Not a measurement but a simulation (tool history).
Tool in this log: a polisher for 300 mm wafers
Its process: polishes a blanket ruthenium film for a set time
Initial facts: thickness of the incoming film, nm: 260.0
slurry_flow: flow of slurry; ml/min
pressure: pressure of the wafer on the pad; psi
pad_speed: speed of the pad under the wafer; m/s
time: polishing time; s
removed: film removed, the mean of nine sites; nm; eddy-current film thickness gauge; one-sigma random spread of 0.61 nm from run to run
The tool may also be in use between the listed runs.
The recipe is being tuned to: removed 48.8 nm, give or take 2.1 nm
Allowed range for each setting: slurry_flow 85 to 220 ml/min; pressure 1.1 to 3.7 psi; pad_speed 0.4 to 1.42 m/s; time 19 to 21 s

run  hour  slurry_flow  pressure  pad_speed  time  removed
  1     0          140       2.4        0.9    21   28.754
  2   5.2          145       2.8        0.9    21    32.35
  3   8.4          110       2.8        0.9    21   30.384
  4  15.2           85       2.8        0.9    21   28.173
  5    18           85       2.3        0.9    21   23.518
  6  23.7           85       2.6        0.9    21   26.441
     30.6  -- head pressure recalibrated
  7  30.6          115       3.2       1.06    21   35.663
  8    34          135       3.4       1.08    21    41.33
  9  35.8          145       3.5       1.08    21   41.493
 10  39.9          155       3.6        1.1    21   45.087
 11  48.8          160       3.6        1.1    21   45.425
 12  55.4          160       3.6        1.1    21   45.316
 13  58.6          160       3.6        1.1    21   44.705
 14  61.6          165       3.6       1.12    21   46.248

5 candidate next runs follow, results not yet known. Just one meets every target within its allowed miss. Identify it.
  A  64.6          160       3.7       1.18    21        ?
  B  64.6          135       3.3       1.18    21        ?
  C  64.6          135       3.7        1.1    21        ?
  D  64.6          180       3.5       1.06    21        ?
  E  64.6          155       3.3        1.2    21        ?

move  removed
   A   49.387
   B   43.065
   C   44.897
   D   43.503
   E   44.918
A: in spec on every target
B: lands further from the targets than the last run did
C: lands further from the targets than the last run did
D: lands further from the targets than the last run did
E: lands further from the targets than the last run did
Correct choice: A, which meets every target

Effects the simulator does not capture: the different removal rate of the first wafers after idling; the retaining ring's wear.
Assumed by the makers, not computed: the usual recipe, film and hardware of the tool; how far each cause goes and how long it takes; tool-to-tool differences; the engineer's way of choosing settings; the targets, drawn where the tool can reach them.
